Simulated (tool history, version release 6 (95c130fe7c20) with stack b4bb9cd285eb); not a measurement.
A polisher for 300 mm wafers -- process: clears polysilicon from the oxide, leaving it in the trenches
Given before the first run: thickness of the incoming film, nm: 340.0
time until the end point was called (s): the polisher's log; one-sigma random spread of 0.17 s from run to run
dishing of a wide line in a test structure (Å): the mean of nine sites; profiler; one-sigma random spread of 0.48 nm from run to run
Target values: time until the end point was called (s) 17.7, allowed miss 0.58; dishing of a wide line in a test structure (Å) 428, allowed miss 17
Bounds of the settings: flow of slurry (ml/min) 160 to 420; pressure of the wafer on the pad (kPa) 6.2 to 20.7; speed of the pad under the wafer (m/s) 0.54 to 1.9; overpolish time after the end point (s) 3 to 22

run  hour  flow of slurry (ml/min)  pressure of the wafer on the pad (kPa)  speed of the pad under the wafer (m/s)  overpolish time after the end point (s)  time until the end point was called (s)  dishing of a wide line in a test structure (Å)
  1     0                      270                                    13.1                                    1.22                                       11                                    30.44                                          408.06
  2   2.8                      270                                    14.5                                    1.22                                       11                                   27.668                                          428.21
  3  11.7                      270                                    14.5                                    0.94                                       11                                   35.701                                          398.67
  4  19.6                      270                                    14.5                                    0.94                                        7                                   35.271                                          351.08
  5  23.2                      270                                    17.2                                    0.94                                        7                                   29.854                                          367.84
  6  26.2                      305                                    17.2                                    0.94                                        7                                   30.103                                          375.12
       29  -- worn pad replaced by a new one
  7    29                      305                                    17.9                                    1.02                                        7                                   23.881                                          390.69
  8  30.9                      325                                    18.6                                    1.02                                        7                                    22.71                                          401.86

Which one of the following 4 next-run settings gets every result inside its allowed miss? There is exactly one.
  A  32.8                      420                                    20.7                                    1.08                                        9                                        ?                                               ?
  B  32.8                      360                                    18.6                                    1.18                                        9                                        ?                                               ?
  C  32.8                      350                                      20                                    1.12                                        6                                        ?                                               ?
  D  32.8                      380                                    19.3                                    1.26                                       14                                        ?                                               ?

move  time until the end point was called (s)  dishing of a wide line in a test structure (Å)
   A                                   19.082                                          422.27
   B                                   19.581                                          421.35
   C                                   19.233                                          398.13
   D                                   17.679                                          430.49
A: nearer than the last run, and not there yet
B: nearer than the last run, and not there yet
C: nearer than the last run, and not there yet
D: each result inside its tolerance
The right move is D.

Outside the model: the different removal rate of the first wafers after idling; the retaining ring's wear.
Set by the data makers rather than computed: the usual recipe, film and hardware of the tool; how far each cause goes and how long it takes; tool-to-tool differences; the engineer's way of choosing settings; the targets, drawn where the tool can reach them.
